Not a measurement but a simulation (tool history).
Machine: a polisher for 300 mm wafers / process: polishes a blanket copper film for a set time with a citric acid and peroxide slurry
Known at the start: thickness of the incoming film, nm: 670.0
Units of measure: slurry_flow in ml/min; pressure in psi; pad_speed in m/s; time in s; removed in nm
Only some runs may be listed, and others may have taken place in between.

Run 1, day 0: slurry_flow 190 ml/min, pressure 2.5 psi, pad_speed 0.82 m/s, slurry_solids 1, time 51 s. Result: removed 69.765 nm.
Run 2, day 0.225: slurry_flow 190 ml/min, pressure 2.5 psi, pad_speed 0.82 m/s, slurry_solids 1.1, time 51 s. Result: removed 70.944 nm.
Run 3, day 0.567: slurry_flow 190 ml/min, pressure 2.5 psi, pad_speed 1 m/s, slurry_solids 1.1, time 51 s. Result: removed 83.384 nm.
Run 4, day 0.854: slurry_flow 185 ml/min, pressure 2.3 psi, pad_speed 0.96 m/s, slurry_solids 1.1, time 51 s. Result: removed 77.427 nm.
Run 5, day 1.079: slurry_flow 185 ml/min, pressure 2.3 psi, pad_speed 0.96 m/s, slurry_solids 1.1, time 46 s. Result: removed 68.746 nm.
Run 6, day 1.258: slurry_flow 185 ml/min, pressure 2.1 psi, pad_speed 0.96 m/s, slurry_solids 1.1, time 46 s. Result: removed 65.014 nm.

What does the tool deliver on the next run?
Run 7, day 1.588: slurry_flow 160 ml/min, pressure 1.4 psi, pad_speed 0.74 m/s, slurry_solids 1.1, time 46 s. Result: removed ?.

Run 7 measured removed 40.766 nm.
